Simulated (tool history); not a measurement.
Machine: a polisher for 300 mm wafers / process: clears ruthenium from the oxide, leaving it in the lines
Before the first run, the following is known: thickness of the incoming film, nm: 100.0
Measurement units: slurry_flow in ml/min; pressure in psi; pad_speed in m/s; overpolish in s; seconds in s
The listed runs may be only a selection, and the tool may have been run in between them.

Run 1, hour 0: slurry_flow 200 ml/min, pressure 1.4 psi, pad_speed 1.22 m/s, overpolish 34 s. Result: seconds 96.093 s.
Run 2, hour 8.2: slurry_flow 200 ml/min, pressure 1.4 psi, pad_speed 1.22 m/s, overpolish 36 s. Result: seconds 95.943 s.
Run 3, hour 14.8: slurry_flow 200 ml/min, pressure 1.4 psi, pad_speed 1.34 m/s, overpolish 36 s. Result: seconds 89.683 s.
Run 4, hour 20: slurry_flow 200 ml/min, pressure 1.4 psi, pad_speed 1.34 m/s, overpolish 36 s. Result: seconds 87.657 s.
Run 5, hour 23: slurry_flow 220 ml/min, pressure 1.4 psi, pad_speed 1.34 m/s, overpolish 36 s. Result: seconds 89.062 s.
Run 6, hour 30.2: slurry_flow 220 ml/min, pressure 1.4 psi, pad_speed 1.34 m/s, overpolish 34 s. Result: seconds 87.916 s.
Run 7, hour 31.6: slurry_flow 220 ml/min, pressure 1.2 psi, pad_speed 1.24 m/s, overpolish 34 s. Result: seconds 105.82 s.
Run 8, hour 38.9: slurry_flow 220 ml/min, pressure 1 psi, pad_speed 1.12 m/s, overpolish 34 s. Result: seconds 135.15 s.
Run 9, hour 44.8: slurry_flow 220 ml/min, pressure 0.9 psi, pad_speed 1.06 m/s, overpolish 34 s. Result: seconds 162.71 s.
Run 10, hour 52.5: slurry_flow 220 ml/min, pressure 0.8 psi, pad_speed 1.06 m/s, overpolish 34 s. Result: seconds 184.97 s.
Run 11, hour 54: slurry_flow 215 ml/min, pressure 0.8 psi, pad_speed 1.06 m/s, overpolish 34 s. Result: seconds 185.5 s.

Run 12 is up next; what results do you expect?
Run 12, hour 55.2: slurry_flow 210 ml/min, pressure 0.8 psi, pad_speed 1.06 m/s, overpolish 34 s. Result: seconds ?.

{"run 12": {"seconds": 183.75}}
